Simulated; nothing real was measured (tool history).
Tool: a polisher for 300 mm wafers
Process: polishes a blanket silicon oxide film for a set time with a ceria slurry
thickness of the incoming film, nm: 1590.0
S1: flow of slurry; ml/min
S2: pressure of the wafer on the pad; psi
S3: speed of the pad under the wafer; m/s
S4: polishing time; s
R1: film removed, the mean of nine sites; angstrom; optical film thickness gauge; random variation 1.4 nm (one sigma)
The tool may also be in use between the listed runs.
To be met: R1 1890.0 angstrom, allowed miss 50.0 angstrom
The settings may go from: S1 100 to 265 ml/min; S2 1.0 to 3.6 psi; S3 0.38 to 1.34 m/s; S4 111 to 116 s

run  hour   S1   S2    S3   S4      R1
  1   0.0  170  2.3  0.86  111  2659.8
  2   7.4  145  2.3  0.86  111  2636.1
  3  11.6  145  2.3  0.96  111  2860.5
  4  19.0  145  2.3  0.96  111  2884.8
  5  19.9  140  2.0  0.96  111  2641.9
  6  20.6  140  2.0  0.74  111  2095.4
  7  23.7  140  1.9  0.74  111  2073.3
  8  27.7  140  1.8  0.74  111  2030.9
  9  33.9  140  1.7  0.74  111  1982.3
 10  40.1  135  1.7  0.74  111  1946.2

5 next moves are on the table. One of them brings every result within its allowed miss. Which?
  A  46.3  100  1.6  0.88  112   ?
  B  46.3  160  1.6  0.76  114   ?
  C  46.3  120  1.8  0.66  116   ?
  D  46.3  130  2.1  0.66  111   ?
  E  46.3  125  1.4  0.84  116   ?

move      R1
   A  2072.4
   B  2036.7
   C  1897.0
   D  2005.3
   E  2016.6
A: further off than the last run
B: further off than the last run
C: meets every target
D: further off than the last run
E: further off than the last run
Answer: C
